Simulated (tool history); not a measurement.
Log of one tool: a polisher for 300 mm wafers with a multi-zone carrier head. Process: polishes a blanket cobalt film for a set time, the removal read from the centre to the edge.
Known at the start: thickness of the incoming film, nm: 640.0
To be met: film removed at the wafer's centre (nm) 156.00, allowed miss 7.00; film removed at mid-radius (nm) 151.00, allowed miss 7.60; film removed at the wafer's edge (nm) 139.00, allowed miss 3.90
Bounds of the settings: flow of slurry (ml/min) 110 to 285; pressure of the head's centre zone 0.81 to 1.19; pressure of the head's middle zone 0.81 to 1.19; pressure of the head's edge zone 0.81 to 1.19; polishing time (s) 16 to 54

run  hour  flow of slurry (ml/min)  pressure of the head's centre zone  pressure of the head's middle zone  pressure of the head's edge zone  polishing time (s)  film removed at the wafer's centre (nm)  film removed at mid-radius (nm)  film removed at the wafer's edge (nm)
  1   0.0                      180                                1.00                                1.00                              1.00                  35                                   169.82                           166.20                                 170.02
  2   4.8                      180                                1.00                                1.08                              1.00                  35                                   169.33                           182.08                                 166.81
  3   6.2                      180                                0.95                                1.08                              1.00                  35                                   162.32                           181.56                                 171.25
  4  10.7                      170                                0.98                                1.06                              0.96                  34                                   163.03                           173.37                                 159.40
  5  15.9                      170                                0.98                                1.06                              0.96                  41                                   191.61                           203.58                                 193.42
  6  16.7                      160                                0.99                                1.04                              0.93                  38                                   179.66                           191.63                                 177.27
  7  18.9                      160                                1.01                                1.02                              0.92                  35                                   168.22                           167.64                                 162.77
  8  27.4                      145                                1.05                                1.06                              0.82                  31                                   151.67                           153.28                                 134.25

Which of these 5 next moves meets every target?
  A  35.9                      220                                1.03                                1.00                              0.85                  30                                        ?                                ?                                      ?
  B  35.9                      155                                1.00                                0.96                              0.90                  33                                        ?                                ?                                      ?
  C  35.9                      110                                0.83                                1.07                              0.82                  36                                        ?                                ?                                      ?
  D  35.9                      160                                1.08                                1.05                              0.81                  30                                        ?                                ?                                      ?
  E  35.9                      125                                1.04                                0.84                              0.95                  33                                        ?                                ?                                      ?

move  film removed at the wafer's centre (nm)  film removed at mid-radius (nm)  film removed at the wafer's edge (nm)
   A                                   153.47                           147.65                                 137.75
   B                                   157.33                           150.56                                 150.81
   C                                   141.25                           171.37                                 152.22
   D                                   152.70                           147.96                                 131.03
   E                                   156.79                           131.18                                 151.63
A: meets every target
B: takes the result that was furthest off past its target
C: takes the result that was furthest off past its target
D: further off than the last run
E: takes the result that was furthest off past its target
Answer: A

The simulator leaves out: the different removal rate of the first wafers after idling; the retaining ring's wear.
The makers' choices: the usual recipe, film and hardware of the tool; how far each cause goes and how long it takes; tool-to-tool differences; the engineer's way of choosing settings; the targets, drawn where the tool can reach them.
